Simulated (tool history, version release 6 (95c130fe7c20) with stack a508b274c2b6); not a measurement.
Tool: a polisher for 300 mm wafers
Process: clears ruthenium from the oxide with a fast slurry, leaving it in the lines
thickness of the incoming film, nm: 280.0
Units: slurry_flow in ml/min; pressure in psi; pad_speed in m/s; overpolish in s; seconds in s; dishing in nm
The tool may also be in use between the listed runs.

run  hour  slurry_flow  pressure  pad_speed  slurry_solids  overpolish  seconds  dishing
  1     0          225       2.6       1.14              1          28   73.153   77.943
  2   1.6          225       2.8       1.14              1          30   66.178   82.724
  3   4.6          225       2.8       1.14            1.2          30   60.438   85.958
  4  10.6          225       2.9       1.14            1.2          32   59.556   91.463
  5  11.3          225         3       1.14            1.2          33   58.941   93.079
  6  15.6          225       2.7       1.14            1.2          33   64.949   87.597
  7  19.8          225       2.9       1.14            1.2          34   58.809   94.352
  8    23          225         3       1.14            1.2          35   58.341   99.205

Forecast run 9:
  9  28.6          225       3.1       1.14            1.2          35        ?        ?

Run 9 gave seconds 57.65 s, dishing 98.362 nm.

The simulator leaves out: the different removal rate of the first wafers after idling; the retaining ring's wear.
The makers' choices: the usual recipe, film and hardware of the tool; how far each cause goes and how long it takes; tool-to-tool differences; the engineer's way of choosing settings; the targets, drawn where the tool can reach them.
